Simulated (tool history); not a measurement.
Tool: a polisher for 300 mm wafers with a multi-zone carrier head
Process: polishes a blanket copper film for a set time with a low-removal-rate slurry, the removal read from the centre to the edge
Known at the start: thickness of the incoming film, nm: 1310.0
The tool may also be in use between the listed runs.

run  hour  flow of slurry (ml/min)  pressure of the head's centre zone  pressure of the head's middle zone  pressure of the head's edge zone  abrasive content of the slurry  polishing time (s)  film removed at the wafer's centre (angstrom)  film removed at mid-radius (angstrom)  film removed at the wafer's edge (angstrom)
  1   0.0                      175                                1.00                                1.00                              1.00                            1.00                  39                                         742.08                                 717.92                                       731.86
  2   7.0                      175                                1.00                                1.07                              1.00                            1.00                  39                                         736.59                                 784.82                                       734.17
  3  13.2                      180                                1.00                                1.06                              1.02                            1.05                  39                                         751.96                                 777.14                                       753.38
  4  14.6                      225                                1.00                                1.06                              1.02                            1.05                  39                                         789.14                                 822.68                                       774.73
  5  20.0                      225                                1.00                                1.05                              1.04                            1.10                  39                                         787.51                                 813.43                                       791.35
  6  24.9                      225                                1.00                                1.05                              1.04                            1.00                  39                                         774.78                                 803.80                                       777.85
  7  31.3                      225                                1.00                                1.04                              1.06                            1.05                  39                                         775.25                                 781.80                                       779.99
  8  36.0                      215                                0.94                                0.99                              1.16                            1.30                  46                                         890.69                                 930.24                                      1002.00
  9  42.6                      210                                0.94                                0.98                              1.16                            1.30                  46                                         898.70                                 910.12                                       989.08
 10  50.3                      205                                0.94                                0.97                              1.16                            1.30                  46                                         906.27                                 890.32                                       997.59
 11  57.6                      200                                0.94                                0.97                              1.16                            1.30                  46                                         895.56                                 901.72                                       990.58

Forecast run 12:
 12  62.7                      195                                0.94                                0.96                              1.16                            1.30                  46                                              ?                                      ?                                            ?

film removed at the wafer's centre (angstrom): 890.31
film removed at mid-radius (angstrom): 894.66
film removed at the wafer's edge (angstrom): 988.44
